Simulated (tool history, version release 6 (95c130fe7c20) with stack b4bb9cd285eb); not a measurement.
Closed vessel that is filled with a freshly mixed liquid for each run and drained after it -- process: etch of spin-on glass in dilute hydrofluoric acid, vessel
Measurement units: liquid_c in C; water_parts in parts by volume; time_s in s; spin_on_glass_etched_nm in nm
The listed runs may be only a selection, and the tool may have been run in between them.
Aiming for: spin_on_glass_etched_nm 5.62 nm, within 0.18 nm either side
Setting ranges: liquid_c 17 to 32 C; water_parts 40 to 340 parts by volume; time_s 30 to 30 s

{"run": 1, "day": 0.0, "liquid_c": 24, "water_parts": 190, "time_s": 30, "spin_on_glass_etched_nm": 6.5262}
{"run": 2, "day": 0.283, "liquid_c": 23.5, "water_parts": 190, "time_s": 30, "spin_on_glass_etched_nm": 6.3543}
{"run": 3, "day": 0.546, "liquid_c": 23, "water_parts": 190, "time_s": 30, "spin_on_glass_etched_nm": 6.2871}
{"run": 4, "day": 0.658, "liquid_c": 22.5, "water_parts": 190, "time_s": 30, "spin_on_glass_etched_nm": 6.106}
{"run": 5, "day": 1.012, "liquid_c": 25.5, "water_parts": 190, "time_s": 30, "spin_on_glass_etched_nm": 6.9444}
{"run": 6, "day": 1.15, "liquid_c": 25.5, "water_parts": 190, "time_s": 30, "spin_on_glass_etched_nm": 6.9372}
{"run": 7, "day": 1.392, "liquid_c": 24.5, "water_parts": 190, "time_s": 30, "spin_on_glass_etched_nm": 6.5473}
{"run": 8, "day": 1.492, "liquid_c": 24, "water_parts": 190, "time_s": 30, "spin_on_glass_etched_nm": 6.4941}

4 candidate next runs follow, results not yet known. Just one meets every target within its allowed miss. Identify it.
{"run": "A", "day": 1.592, "liquid_c": 19.5, "water_parts": 200, "time_s": 30, "spin_on_glass_etched_nm": "?"}
{"run": "B", "day": 1.592, "liquid_c": 23.5, "water_parts": 225, "time_s": 30, "spin_on_glass_etched_nm": "?"}
{"run": "C", "day": 1.592, "liquid_c": 24, "water_parts": 225, "time_s": 30, "spin_on_glass_etched_nm": "?"}
{"run": "D", "day": 1.592, "liquid_c": 24, "water_parts": 215, "time_s": 30, "spin_on_glass_etched_nm": "?"}

move=A spin_on_glass_etched_nm=5.1422
move=B spin_on_glass_etched_nm=5.1833
move=C spin_on_glass_etched_nm=5.2787
move=D spin_on_glass_etched_nm=5.5826
A: carries the result that was furthest off beyond its target, to the other side
B: carries the result that was furthest off beyond its target, to the other side
C: carries the result that was furthest off beyond its target, to the other side
D: each result inside its tolerance
The move that meets every target is D.
